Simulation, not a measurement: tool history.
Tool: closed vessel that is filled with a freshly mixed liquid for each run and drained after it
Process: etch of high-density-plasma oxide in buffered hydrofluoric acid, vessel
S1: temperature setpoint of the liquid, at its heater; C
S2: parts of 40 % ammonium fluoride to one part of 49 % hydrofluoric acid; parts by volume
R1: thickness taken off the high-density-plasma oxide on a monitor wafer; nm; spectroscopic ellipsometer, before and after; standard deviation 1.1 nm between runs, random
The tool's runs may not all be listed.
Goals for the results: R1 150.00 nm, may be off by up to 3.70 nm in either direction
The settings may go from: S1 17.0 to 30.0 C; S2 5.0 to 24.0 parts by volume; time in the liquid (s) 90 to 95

run 1 hour=0.0 | S1=22.0 S2=14.5 time_in_the_liquid_(s)=90 | R1=134.70
run 2 hour=1.3 | S1=22.0 S2=14.5 time_in_the_liquid_(s)=95 | R1=143.19
run 3 hour=5.6 | S1=22.0 S2=17.0 time_in_the_liquid_(s)=95 | R1=121.12
run 4 hour=6.6 | S1=23.5 S2=17.0 time_in_the_liquid_(s)=95 | R1=131.36
run 5 hour=10.3 | S1=23.5 S2=17.0 time_in_the_liquid_(s)=90 | R1=125.39
run 6 hour=12.7 | S1=22.0 S2=17.0 time_in_the_liquid_(s)=90 | R1=115.66
run 7 hour=19.9 | S1=23.0 S2=17.0 time_in_the_liquid_(s)=90 | R1=120.61
run 8 hour=21.4 | S1=23.0 S2=17.0 time_in_the_liquid_(s)=90 | R1=121.29
run 9 hour=26.7 | S1=23.5 S2=17.0 time_in_the_liquid_(s)=90 | R1=124.64
run 10 hour=30.3 | S1=23.5 S2=17.0 time_in_the_liquid_(s)=90 | R1=124.54
-- hour=36.3 thermometer replaced
run 11 hour=36.3 | S1=24.0 S2=17.0 time_in_the_liquid_(s)=90 | R1=115.54
run 12 hour=41.4 | S1=28.0 S2=14.5 time_in_the_liquid_(s)=90 | R1=168.10

Exactly one of the 4 candidate moves below puts every result within its allowed miss. Which one?
run A hour=46.5 | S1=26.5 S2=16.0 time_in_the_liquid_(s)=95 | R1=?
run B hour=46.5 | S1=26.5 S2=13.5 time_in_the_liquid_(s)=90 | R1=?
run C hour=46.5 | S1=27.5 S2=13.5 time_in_the_liquid_(s)=90 | R1=?
run D hour=46.5 | S1=28.5 S2=14.5 time_in_the_liquid_(s)=95 | R1=?

move=A R1=149.73
move=B R1=167.59
move=C R1=176.80
move=D R1=183.52
A: every result within its allowed miss
B: no better and no worse than the last run
C: moves away from the targets compared with the last run
D: moves away from the targets compared with the last run
Move A is the one to make.
